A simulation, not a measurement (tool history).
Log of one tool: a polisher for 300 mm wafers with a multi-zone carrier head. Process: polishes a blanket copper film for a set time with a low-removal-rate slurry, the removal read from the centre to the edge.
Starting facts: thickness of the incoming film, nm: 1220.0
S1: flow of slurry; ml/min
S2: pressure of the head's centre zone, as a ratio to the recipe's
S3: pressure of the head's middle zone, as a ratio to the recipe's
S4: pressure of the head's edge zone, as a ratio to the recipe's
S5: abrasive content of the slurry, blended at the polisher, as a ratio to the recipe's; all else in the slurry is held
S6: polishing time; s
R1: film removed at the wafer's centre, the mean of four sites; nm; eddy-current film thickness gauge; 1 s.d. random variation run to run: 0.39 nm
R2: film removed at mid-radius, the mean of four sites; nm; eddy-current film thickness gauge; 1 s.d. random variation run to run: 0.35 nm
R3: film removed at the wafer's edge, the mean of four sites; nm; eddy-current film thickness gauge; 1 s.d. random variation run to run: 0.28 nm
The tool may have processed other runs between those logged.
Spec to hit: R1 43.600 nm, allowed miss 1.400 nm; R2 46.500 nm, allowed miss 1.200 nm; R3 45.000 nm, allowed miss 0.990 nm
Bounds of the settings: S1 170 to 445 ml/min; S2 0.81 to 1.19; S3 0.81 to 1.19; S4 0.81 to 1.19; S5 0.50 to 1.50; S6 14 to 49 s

Run 1, hour 0.0: S1 285 ml/min, S2 1.00, S3 1.00, S4 1.00, S5 1.00, S6 31 s. Result: R1 52.193 nm, R2 51.808 nm, R3 52.428 nm.
Run 2, hour 3.5: S1 275 ml/min, S2 0.97, S3 0.99, S4 0.95, S5 0.95, S6 31 s. Result: R1 49.342 nm, R2 50.761 nm, R3 51.220 nm.
Run 3, hour 8.9: S1 275 ml/min, S2 0.97, S3 0.99, S4 0.95, S5 0.95, S6 26 s. Result: R1 41.482 nm, R2 42.942 nm, R3 42.636 nm.
Run 4, hour 17.3: S1 295 ml/min, S2 0.97, S3 1.00, S4 0.97, S5 0.95, S6 26 s. Result: R1 41.559 nm, R2 42.959 nm, R3 43.279 nm.
Run 5, hour 18.5: S1 295 ml/min, S2 0.97, S3 1.00, S4 0.97, S5 0.95, S6 21 s. Result: R1 33.949 nm, R2 35.139 nm, R3 35.007 nm.
Run 6, hour 23.8: S1 295 ml/min, S2 0.90, S3 1.00, S4 0.97, S5 0.95, S6 21 s. Result: R1 31.224 nm, R2 35.233 nm, R3 34.914 nm.
Run 7, hour 27.0: S1 295 ml/min, S2 0.93, S3 1.02, S4 1.00, S5 1.10, S6 22 s. Result: R1 35.358 nm, R2 38.777 nm, R3 38.306 nm.
Run 8, hour 33.6: S1 295 ml/min, S2 0.95, S3 1.04, S4 1.04, S5 1.20, S6 22 s. Result: R1 36.907 nm, R2 40.060 nm, R3 40.031 nm.
Run 9, hour 35.6: S1 295 ml/min, S2 0.98, S3 1.07, S4 1.07, S5 1.25, S6 22 s. Result: R1 38.772 nm, R2 42.345 nm, R3 41.731 nm.
Run 10, hour 37.0: S1 300 ml/min, S2 1.00, S3 1.09, S4 1.09, S5 1.25, S6 22 s. Result: R1 39.472 nm, R2 41.850 nm, R3 41.559 nm.
Run 11, hour 41.5: S1 300 ml/min, S2 1.01, S3 1.11, S4 1.11, S5 1.30, S6 22 s. Result: R1 39.356 nm, R2 43.168 nm, R3 41.929 nm.
Run 12, hour 47.3: S1 305 ml/min, S2 1.03, S3 1.12, S4 1.13, S5 1.35, S6 22 s. Result: R1 41.123 nm, R2 43.757 nm, R3 43.536 nm.
Run 13, hour 51.1: S1 380 ml/min, S2 1.06, S3 1.17, S4 1.14, S5 1.35, S6 22 s. Result: R1 43.875 nm, R2 46.471 nm, R3 43.443 nm.
Run 14, hour 59.9: S1 380 ml/min, S2 1.06, S3 1.17, S4 1.14, S5 1.35, S6 22 s. Result: R1 43.401 nm, R2 46.607 nm, R3 44.221 nm.

Exactly one of the 4 candidate moves below puts every result within its allowed miss. Which one?
Run A, hour 68.7: S1 305 ml/min, S2 1.06, S3 1.14, S4 1.02, S5 1.30, S6 23 s. Result: R1 ?, R2 ?, R3 ?.
Run B, hour 68.7: S1 385 ml/min, S2 1.07, S3 1.19, S4 1.11, S5 1.30, S6 22 s. Result: R1 ?, R2 ?, R3 ?.
Run C, hour 68.7: S1 375 ml/min, S2 1.06, S3 1.17, S4 1.19, S5 1.35, S6 22 s. Result: R1 ?, R2 ?, R3 ?.
Run D, hour 68.7: S1 325 ml/min, S2 1.07, S3 1.19, S4 1.08, S5 1.35, S6 23 s. Result: R1 ?, R2 ?, R3 ?.

move      R1      R2      R3
   A  44.094  46.570  42.653
   B  43.414  47.011  43.096
   C  43.321  46.685  45.046
   D  45.200  49.011  44.433
A: the biggest miss grows against the last run
B: the biggest miss grows against the last run
C: all results in spec
D: puts the biggest miss on target and leaves a different result outside tolerance
The right move is C.
